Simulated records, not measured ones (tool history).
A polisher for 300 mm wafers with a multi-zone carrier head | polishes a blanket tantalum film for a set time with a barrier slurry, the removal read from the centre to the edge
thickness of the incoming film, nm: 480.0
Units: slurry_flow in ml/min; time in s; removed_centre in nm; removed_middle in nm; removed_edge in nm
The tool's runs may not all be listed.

Run 1, hour 0: slurry_flow 200 ml/min, centre_zone 1, middle_zone 1, edge_zone 1, slurry_solids 1, time 42 s. Result: removed_centre 73.08 nm, removed_middle 76.251 nm, removed_edge 75.13 nm.
Run 2, hour 5.5: slurry_flow 200 ml/min, centre_zone 1, middle_zone 1, edge_zone 0.96, slurry_solids 1, time 42 s. Result: removed_centre 74.66 nm, removed_middle 77.263 nm, removed_edge 72.193 nm.
Run 3, hour 7.8: slurry_flow 195 ml/min, centre_zone 1, middle_zone 0.97, edge_zone 0.93, slurry_solids 0.9, time 41 s. Result: removed_centre 70.102 nm, removed_middle 70.301 nm, removed_edge 68.872 nm.
Run 4, hour 10.3: slurry_flow 200 ml/min, centre_zone 1.02, middle_zone 0.97, edge_zone 0.91, slurry_solids 0.8, time 39 s. Result: removed_centre 67.656 nm, removed_middle 64.536 nm, removed_edge 63.399 nm.
Run 5, hour 14.3: slurry_flow 200 ml/min, centre_zone 1.02, middle_zone 1.04, edge_zone 0.91, slurry_solids 0.8, time 39 s. Result: removed_centre 67.148 nm, removed_middle 68.464 nm, removed_edge 63.854 nm.
Run 6, hour 19.3: slurry_flow 205 ml/min, centre_zone 1.03, middle_zone 1.04, edge_zone 0.89, slurry_solids 0.75, time 37 s. Result: removed_centre 62.021 nm, removed_middle 63.526 nm, removed_edge 58.629 nm.
Run 7, hour 19.9: slurry_flow 205 ml/min, centre_zone 1.05, middle_zone 1.03, edge_zone 0.88, slurry_solids 0.7, time 36 s. Result: removed_centre 60.909 nm, removed_middle 59.992 nm, removed_edge 55.233 nm.
Run 8, hour 23.1: slurry_flow 200 ml/min, centre_zone 1.06, middle_zone 1.02, edge_zone 0.87, slurry_solids 0.65, time 36 s. Result: removed_centre 60.55 nm, removed_middle 57.626 nm, removed_edge 53.825 nm.
Run 9, hour 25.5: slurry_flow 195 ml/min, centre_zone 1.06, middle_zone 1.01, edge_zone 0.86, slurry_solids 0.65, time 36 s. Result: removed_centre 59.822 nm, removed_middle 56.698 nm, removed_edge 52.736 nm.

The next listed run, before its measurement:
Run 10, hour 27.7: slurry_flow 185 ml/min, centre_zone 1.06, middle_zone 1, edge_zone 0.86, slurry_solids 0.65, time 36 s. Result: removed_centre ?, removed_middle ?, removed_edge ?.

Run 10 gave removed_centre 58.694 nm, removed_middle 57.287 nm, removed_edge 52.531 nm.

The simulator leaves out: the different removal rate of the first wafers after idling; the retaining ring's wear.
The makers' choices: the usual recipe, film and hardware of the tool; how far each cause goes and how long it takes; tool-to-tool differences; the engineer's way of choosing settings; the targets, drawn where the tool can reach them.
